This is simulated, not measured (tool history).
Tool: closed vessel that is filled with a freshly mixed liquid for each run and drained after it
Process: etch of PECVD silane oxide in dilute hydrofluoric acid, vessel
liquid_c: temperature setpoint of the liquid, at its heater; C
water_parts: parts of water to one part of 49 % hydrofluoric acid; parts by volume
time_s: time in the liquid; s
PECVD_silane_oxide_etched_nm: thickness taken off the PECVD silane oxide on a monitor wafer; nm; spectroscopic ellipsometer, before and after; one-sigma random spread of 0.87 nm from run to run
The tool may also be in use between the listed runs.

run,hour,liquid_c,water_parts,time_s,PECVD_silane_oxide_etched_nm
1,0,22,175,535,76.587
2,0.7,23.5,175,535,81.54
3,5.9,24.5,175,535,83.733
4,12.7,22.5,175,535,79.449
5,13.4,22.5,205,535,65.766
6,20.8,24,195,535,72.537
7,29.5,25.5,190,535,79.208
8,36.5,26.5,185,535,84.783

What does the tool deliver on the next run?
9,41.9,27.5,185,535,?

For run 9 the tool returned PECVD_silane_oxide_etched_nm 88.398 nm.

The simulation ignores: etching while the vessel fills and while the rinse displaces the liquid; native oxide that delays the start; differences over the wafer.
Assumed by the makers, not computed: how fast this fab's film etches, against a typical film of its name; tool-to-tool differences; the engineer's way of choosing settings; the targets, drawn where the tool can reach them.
